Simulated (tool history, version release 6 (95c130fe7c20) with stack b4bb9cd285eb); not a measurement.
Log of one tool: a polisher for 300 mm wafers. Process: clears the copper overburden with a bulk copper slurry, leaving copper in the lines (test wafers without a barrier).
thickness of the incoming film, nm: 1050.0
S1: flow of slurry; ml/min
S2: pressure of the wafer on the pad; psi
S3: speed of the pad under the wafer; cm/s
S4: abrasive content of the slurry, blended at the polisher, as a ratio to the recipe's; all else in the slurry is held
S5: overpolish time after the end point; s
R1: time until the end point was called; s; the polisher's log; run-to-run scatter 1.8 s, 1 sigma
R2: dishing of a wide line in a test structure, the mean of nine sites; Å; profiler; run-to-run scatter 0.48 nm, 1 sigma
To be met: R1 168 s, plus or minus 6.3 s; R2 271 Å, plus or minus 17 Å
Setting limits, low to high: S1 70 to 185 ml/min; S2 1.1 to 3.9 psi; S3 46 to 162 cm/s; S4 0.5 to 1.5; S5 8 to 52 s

run	hour	S1	S2	S3	S4	S5	R1	R2
1	0	120	2.5	104	1	26	139.57	515.53
2	0.9	120	3	104	1	26	116.05	542.41
3	5.5	135	3	104	1	26	112.41	555.49
4	9.6	110	3	104	1	26	122.26	534.62
5	16.2	100	2.5	116	1	21	134.54	501.87
6	20.6	100	2.9	116	1	21	115.62	522.31
7	26.5	90	2.6	116	1.15	17	128.27	463.45
8	28.9	85	2.4	114	1.25	14	143.53	419.52
9	32	80	2.3	114	1.3	12	149.42	362.41
10	39.7	75	2.2	114	1.35	11	157.81	337.71
11	42.3	75	2.1	118	1.4	10	164.65	324.06
12	45.9	75	2	126	1.45	9	160.29	304.88

Which single option among these 4 for the next run brings every result within its allowed miss of target? Just one does.
A	49.5	70	1.5	144	1.5	8	?	?
B	49.5	70	1.7	146	1.5	8	?	?
C	49.5	125	1.6	144	1.2	8	?	?
D	49.5	75	1.7	126	1.5	8	?	?

move	R1	R2
A	193.84	242.84
B	169.9	268.27
C	158.14	280.96
D	188.43	249.26
A: moves the result that the last run missed by most past its target, out the other side
B: meets every target
C: gets the furthest-off result to its target, but another result is out of tolerance
D: moves the result that the last run missed by most past its target, out the other side
B meets every target.

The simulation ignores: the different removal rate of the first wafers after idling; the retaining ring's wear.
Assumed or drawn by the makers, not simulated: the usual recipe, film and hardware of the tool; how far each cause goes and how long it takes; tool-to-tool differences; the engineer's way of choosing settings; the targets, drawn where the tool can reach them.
